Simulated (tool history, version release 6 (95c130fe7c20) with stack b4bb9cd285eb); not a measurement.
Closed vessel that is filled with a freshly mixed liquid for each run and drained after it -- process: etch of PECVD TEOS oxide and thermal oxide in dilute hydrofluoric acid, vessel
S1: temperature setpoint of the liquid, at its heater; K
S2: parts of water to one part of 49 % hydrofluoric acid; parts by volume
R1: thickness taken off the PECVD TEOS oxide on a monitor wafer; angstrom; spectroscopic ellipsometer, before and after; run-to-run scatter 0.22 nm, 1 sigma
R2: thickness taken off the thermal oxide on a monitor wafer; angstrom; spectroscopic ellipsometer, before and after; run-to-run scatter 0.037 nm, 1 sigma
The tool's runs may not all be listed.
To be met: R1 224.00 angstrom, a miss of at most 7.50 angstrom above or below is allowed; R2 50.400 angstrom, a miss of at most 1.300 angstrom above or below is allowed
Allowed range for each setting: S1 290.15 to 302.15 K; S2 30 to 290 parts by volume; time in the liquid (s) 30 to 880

Run 1, hour 0.0: S1 294.15 K, S2 160 parts by volume, time in the liquid (s) 450. Result: R1 397.57 angstrom, R2 89.343 angstrom.
Run 2, hour 8.1: S1 295.65 K, S2 160 parts by volume, time in the liquid (s) 450. Result: R1 420.49 angstrom, R2 94.514 angstrom.
Run 3, hour 16.2: S1 298.15 K, S2 160 parts by volume, time in the liquid (s) 450. Result: R1 451.80 angstrom, R2 102.410 angstrom.
Run 4, hour 21.5: S1 298.15 K, S2 105 parts by volume, time in the liquid (s) 450. Result: R1 741.45 angstrom, R2 167.910 angstrom.
Run 5, hour 23.5: S1 298.15 K, S2 70 parts by volume, time in the liquid (s) 450. Result: R1 1190.00 angstrom, R2 265.630 angstrom.
Run 6, hour 30.8: S1 296.65 K, S2 95 parts by volume, time in the liquid (s) 450. Result: R1 798.80 angstrom, R2 177.310 angstrom.
Run 7, hour 33.0: S1 295.65 K, S2 115 parts by volume, time in the liquid (s) 450. Result: R1 616.06 angstrom, R2 138.950 angstrom.
Run 8, hour 35.7: S1 294.65 K, S2 130 parts by volume, time in the liquid (s) 450. Result: R1 512.38 angstrom, R2 116.590 angstrom.
Run 9, hour 42.3: S1 293.65 K, S2 145 parts by volume, time in the liquid (s) 450. Result: R1 443.04 angstrom, R2 97.501 angstrom.
Run 10, hour 47.3: S1 293.15 K, S2 155 parts by volume, time in the liquid (s) 450. Result: R1 395.36 angstrom, R2 89.658 angstrom.
Run 11, hour 51.1: S1 292.65 K, S2 165 parts by volume, time in the liquid (s) 450. Result: R1 359.16 angstrom, R2 80.679 angstrom.
Run 12, hour 58.7: S1 292.15 K, S2 175 parts by volume, time in the liquid (s) 450. Result: R1 325.59 angstrom, R2 73.415 angstrom.

Exercise: of the 4 proposed moves below, exactly one satisfies all targets within the stated allowed misses. Which move is it?
Run A, hour 66.3: S1 290.65 K, S2 205 parts by volume, time in the liquid (s) 360. Result: R1 ?, R2 ?.
Run B, hour 66.3: S1 291.15 K, S2 210 parts by volume, time in the liquid (s) 395. Result: R1 ?, R2 ?.
Run C, hour 66.3: S1 290.15 K, S2 220 parts by volume, time in the liquid (s) 405. Result: R1 ?, R2 ?.
Run D, hour 66.3: S1 290.15 K, S2 155 parts by volume, time in the liquid (s) 270. Result: R1 ?, R2 ?.

move      R1      R2
   A  203.86  46.264
   B  221.53  50.274
   C  206.49  46.861
   D  208.69  47.361
A: carries the result that was furthest off beyond its target, to the other side
B: all results in spec
C: carries the result that was furthest off beyond its target, to the other side
D: carries the result that was furthest off beyond its target, to the other side
Answer: B
